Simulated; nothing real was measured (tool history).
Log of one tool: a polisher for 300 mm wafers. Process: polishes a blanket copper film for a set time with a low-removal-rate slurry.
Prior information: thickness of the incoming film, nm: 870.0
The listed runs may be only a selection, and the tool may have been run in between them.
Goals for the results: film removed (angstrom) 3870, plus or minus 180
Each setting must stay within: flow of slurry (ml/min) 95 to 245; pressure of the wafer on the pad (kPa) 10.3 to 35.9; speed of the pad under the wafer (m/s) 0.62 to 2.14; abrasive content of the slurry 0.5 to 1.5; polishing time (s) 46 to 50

run  hour  flow of slurry (ml/min)  pressure of the wafer on the pad (kPa)  speed of the pad under the wafer (m/s)  abrasive content of the slurry  polishing time (s)  film removed (angstrom)
  1     0                      155                                    22.8                                    1.38                               1                  50                   2776.7
  2   2.2                      155                                    22.8                                    1.38                               1                  46                   2579.5
  3   4.9                      155                                    22.8                                    1.38                             0.8                  46                   2385.9
  4  10.2                      155                                    25.5                                     1.4                             0.8                  46                   2638.2
  5  11.3                      155                                    28.3                                    1.42                             0.8                  46                   2983.2
  6  13.6                      155                                    29.6                                    1.42                             0.8                  46                   3142.8
  7  16.8                      155                                    29.6                                    1.42                             0.8                  46                   3172.4
  8  20.8                      155                                      31                                    1.42                             0.8                  46                   3286.6

Consider the 5 candidate settings below. Which is the only one whose results all fall within their allowed miss of target?
  A  24.8                      160                                      31                                    1.32                            0.85                  49                        ?
  B  24.8                      145                                    34.5                                    1.38                             0.8                  46                        ?
  C  24.8                      175                                    31.7                                    1.52                            0.65                  47                        ?
  D  24.8                      160                                    31.7                                    1.42                             0.8                  46                        ?
  E  24.8                      140                                    32.4                                    1.46                            0.85                  50                        ?

move  film removed (angstrom)
   A                   3399.4
   B                   3524.8
   C                     3438
   D                     3387
   E                     3828
A: gains on the last run, yet a result remains outside its allowed miss
B: gains on the last run, yet a result remains outside its allowed miss
C: gains on the last run, yet a result remains outside its allowed miss
D: gains on the last run, yet a result remains outside its allowed miss
E: every result within its allowed miss
E meets every target.
